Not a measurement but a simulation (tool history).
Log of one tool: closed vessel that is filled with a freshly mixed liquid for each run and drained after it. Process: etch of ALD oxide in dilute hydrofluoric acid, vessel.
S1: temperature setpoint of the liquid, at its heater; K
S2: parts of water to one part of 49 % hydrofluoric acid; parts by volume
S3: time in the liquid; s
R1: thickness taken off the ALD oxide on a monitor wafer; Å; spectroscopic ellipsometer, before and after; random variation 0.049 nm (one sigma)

run    day      S1   S2   S3      R1
  1  0.000  294.15  150  130  194.09
  2  0.221  294.15  185  130  152.95
  3  0.400  293.15  185  130  147.43
  4  0.479  293.15  215  130  122.51
  5  0.846  294.15  215  130  127.17
  6  1.067  294.65  215  130  130.18
  7  1.117  294.65  215  130  129.10

Run 8 comes next. What will it give?
  8  1.442  295.15  215  130   ?

R1: 133.10 Å
